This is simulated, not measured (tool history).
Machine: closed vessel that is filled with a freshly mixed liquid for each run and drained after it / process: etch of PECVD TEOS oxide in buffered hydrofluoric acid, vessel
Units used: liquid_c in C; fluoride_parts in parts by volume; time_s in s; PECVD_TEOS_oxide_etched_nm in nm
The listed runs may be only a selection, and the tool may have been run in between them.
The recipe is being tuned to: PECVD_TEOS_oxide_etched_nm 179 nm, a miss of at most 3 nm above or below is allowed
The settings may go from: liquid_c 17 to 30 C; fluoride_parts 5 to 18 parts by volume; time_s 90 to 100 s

run,hour,liquid_c,fluoride_parts,time_s,PECVD_TEOS_oxide_etched_nm
1,0,22,11,90,213.42
2,1.3,21,11,90,201.83
3,6.4,21,14,90,160.41
4,11,21,14,90,160.01
5,12.1,18,14,90,135.77
6,19.7,19,14,90,142.93
7,23.1,20,14,90,150.57
8,27.4,24,14,90,187.91
9,28.6,24,14,90,187.59
10,36.6,23.5,14,90,183.64

Consider the 4 candidate settings below. Which is the only one whose results all fall within their allowed miss of target?
A,44.6,24.5,15.5,95,?
B,44.6,22.5,13.5,90,?
C,44.6,23.5,14.5,95,?
D,44.6,24,14,90,?

move,PECVD_TEOS_oxide_etched_nm
A,185.07
B,180.19
C,187.22
D,188.6
A: lands further from the targets than the last run did
B: in spec on every target
C: lands further from the targets than the last run did
D: lands further from the targets than the last run did
B meets every target.

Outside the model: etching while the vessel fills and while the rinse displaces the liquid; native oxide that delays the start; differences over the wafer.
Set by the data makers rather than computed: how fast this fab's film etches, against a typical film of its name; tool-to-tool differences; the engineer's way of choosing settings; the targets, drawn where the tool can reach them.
